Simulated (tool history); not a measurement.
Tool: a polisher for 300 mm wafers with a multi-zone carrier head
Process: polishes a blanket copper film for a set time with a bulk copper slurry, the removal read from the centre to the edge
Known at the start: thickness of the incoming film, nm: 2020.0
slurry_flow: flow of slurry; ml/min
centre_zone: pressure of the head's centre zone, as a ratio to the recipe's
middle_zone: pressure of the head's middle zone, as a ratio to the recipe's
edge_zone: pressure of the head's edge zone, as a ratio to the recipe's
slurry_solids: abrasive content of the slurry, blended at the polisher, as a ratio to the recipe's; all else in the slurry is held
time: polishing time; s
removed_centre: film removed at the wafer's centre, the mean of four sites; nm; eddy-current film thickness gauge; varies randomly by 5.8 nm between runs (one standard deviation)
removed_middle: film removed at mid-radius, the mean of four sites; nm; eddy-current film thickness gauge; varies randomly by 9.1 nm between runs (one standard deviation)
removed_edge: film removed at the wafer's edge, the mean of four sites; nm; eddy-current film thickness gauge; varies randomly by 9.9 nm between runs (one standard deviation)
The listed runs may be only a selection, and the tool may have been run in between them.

{"run": 1, "hour": 0.0, "slurry_flow": 250, "centre_zone": 1.0, "middle_zone": 1.0, "edge_zone": 1.0, "slurry_solids": 1.0, "time": 62, "removed_centre": 685.45, "removed_middle": 697.5, "removed_edge": 705.4}
{"run": 2, "hour": 3.9, "slurry_flow": 255, "centre_zone": 0.99, "middle_zone": 1.02, "edge_zone": 1.02, "slurry_solids": 1.05, "time": 62, "removed_centre": 699.44, "removed_middle": 689.53, "removed_edge": 739.96}
{"run": 3, "hour": 9.2, "slurry_flow": 255, "centre_zone": 0.99, "middle_zone": 0.98, "edge_zone": 1.02, "slurry_solids": 1.05, "time": 62, "removed_centre": 697.28, "removed_middle": 702.38, "removed_edge": 735.44}
{"run": 4, "hour": 14.6, "slurry_flow": 240, "centre_zone": 0.96, "middle_zone": 0.99, "edge_zone": 1.0, "slurry_solids": 1.1, "time": 64, "removed_centre": 706.86, "removed_middle": 731.44, "removed_edge": 733.57}
{"run": 5, "hour": 17.4, "slurry_flow": 240, "centre_zone": 1.04, "middle_zone": 0.99, "edge_zone": 1.0, "slurry_solids": 1.1, "time": 64, "removed_centre": 763.21, "removed_middle": 717.79, "removed_edge": 759.46}
{"run": 6, "hour": 25.7, "slurry_flow": 240, "centre_zone": 1.04, "middle_zone": 0.99, "edge_zone": 1.05, "slurry_solids": 1.1, "time": 64, "removed_centre": 758.71, "removed_middle": 716.65, "removed_edge": 771.94}
{"run": 7, "hour": 31.0, "slurry_flow": 235, "centre_zone": 1.01, "middle_zone": 1.02, "edge_zone": 1.05, "slurry_solids": 1.1, "time": 65, "removed_centre": 747.48, "removed_middle": 743.73, "removed_edge": 771.62}
{"run": 8, "hour": 32.6, "slurry_flow": 235, "centre_zone": 0.98, "middle_zone": 1.03, "edge_zone": 1.07, "slurry_solids": 1.15, "time": 66, "removed_centre": 743.78, "removed_middle": 771.42, "removed_edge": 808.77}
{"run": 9, "hour": 39.4, "slurry_flow": 230, "centre_zone": 0.96, "middle_zone": 1.04, "edge_zone": 1.07, "slurry_solids": 1.2, "time": 66, "removed_centre": 737.7, "removed_middle": 782.81, "removed_edge": 813.8}
{"run": 10, "hour": 44.3, "slurry_flow": 225, "centre_zone": 0.94, "middle_zone": 1.05, "edge_zone": 1.07, "slurry_solids": 1.25, "time": 66, "removed_centre": 726.42, "removed_middle": 793.91, "removed_edge": 829.18}
{"run": 11, "hour": 50.8, "slurry_flow": 225, "centre_zone": 0.93, "middle_zone": 1.07, "edge_zone": 1.07, "slurry_solids": 1.25, "time": 66, "removed_centre": 712.78, "removed_middle": 804.7, "removed_edge": 827.75}
{"run": 12, "hour": 56.3, "slurry_flow": 225, "centre_zone": 0.92, "middle_zone": 1.08, "edge_zone": 1.07, "slurry_solids": 1.25, "time": 66, "removed_centre": 714.88, "removed_middle": 805.45, "removed_edge": 827.25}

Predict the results of run 13:
{"run": 13, "hour": 60.9, "slurry_flow": 225, "centre_zone": 0.91, "middle_zone": 1.09, "edge_zone": 1.07, "slurry_solids": 1.25, "time": 66, "removed_centre": "?", "removed_middle": "?", "removed_edge": "?"}

{"run 13": {"removed_centre": 706.17, "removed_middle": 831.83, "removed_edge": 812.94}}
